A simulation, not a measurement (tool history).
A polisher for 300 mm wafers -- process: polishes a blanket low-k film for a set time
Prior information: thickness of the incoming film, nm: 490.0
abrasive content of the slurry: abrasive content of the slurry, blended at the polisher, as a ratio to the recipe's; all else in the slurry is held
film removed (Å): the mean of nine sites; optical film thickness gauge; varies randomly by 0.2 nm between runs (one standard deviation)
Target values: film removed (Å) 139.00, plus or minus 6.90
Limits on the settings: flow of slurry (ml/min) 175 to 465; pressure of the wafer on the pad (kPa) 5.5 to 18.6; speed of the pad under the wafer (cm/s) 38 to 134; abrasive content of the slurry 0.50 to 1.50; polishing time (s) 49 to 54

run,hour,flow of slurry (ml/min),pressure of the wafer on the pad (kPa),speed of the pad under the wafer (cm/s),abrasive content of the slurry,polishing time (s),film removed (Å)
1,0.0,295,11.7,86,1.00,54,178.84
2,3.5,320,11.7,86,1.00,54,178.56
3,5.0,320,13.1,86,1.00,54,193.66
4,7.3,320,12.4,86,1.00,54,182.00
5,13.9,320,12.4,86,1.00,54,182.52
6,20.3,320,12.4,86,1.00,54,187.46
7,21.3,320,11.7,86,1.00,54,174.81
8,29.3,320,11.0,86,1.00,54,169.38

Consider the 5 candidate settings below. Which is the only one whose results all fall within their allowed miss of target?
A,37.3,345,11.0,80,1.05,50,?
B,37.3,260,7.6,100,1.15,50,?
C,37.3,320,11.0,110,0.90,53,?
D,37.3,255,13.1,68,1.00,49,?
E,37.3,355,11.7,82,0.75,54,?

move,film removed (Å)
A,152.66
B,151.08
C,195.58
D,139.93
E,152.67
A: gains on the last run, yet a result remains outside its allowed miss
B: gains on the last run, yet a result remains outside its allowed miss
C: further off than the last run
D: hits every target within its allowed miss
E: gains on the last run, yet a result remains outside its allowed miss
D is the move that brings every result within its allowed miss.
